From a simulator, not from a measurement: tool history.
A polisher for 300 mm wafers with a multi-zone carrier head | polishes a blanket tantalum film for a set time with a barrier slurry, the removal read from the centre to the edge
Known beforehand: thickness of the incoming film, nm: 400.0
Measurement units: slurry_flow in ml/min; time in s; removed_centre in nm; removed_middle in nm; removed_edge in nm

run,hour,slurry_flow,centre_zone,middle_zone,edge_zone,slurry_solids,time,removed_centre,removed_middle,removed_edge
1,0.0,270,1.00,1.00,1.00,1.00,36,45.007,46.330,44.307
2,4.7,270,1.00,1.00,1.08,1.00,36,44.696,44.128,46.363
3,12.1,270,1.00,1.00,1.12,1.00,36,45.055,45.515,47.108
4,19.5,270,0.98,1.02,1.13,1.05,37,45.244,47.276,49.077
5,27.2,270,0.98,1.02,1.07,1.05,37,45.791,48.741,47.940
6,35.3,335,0.98,1.02,1.07,1.05,37,47.655,48.845,49.122
7,38.7,325,0.97,1.04,1.08,1.10,38,48.629,51.123,52.144
8,43.4,315,0.96,1.06,1.07,1.15,39,49.115,53.637,53.022

Run 9 comes next. What will it give?
9,48.6,310,0.95,1.08,1.07,1.20,40,?,?,?

removed_centre: 51.022 nm
removed_middle: 58.154 nm
removed_edge: 53.431 nm
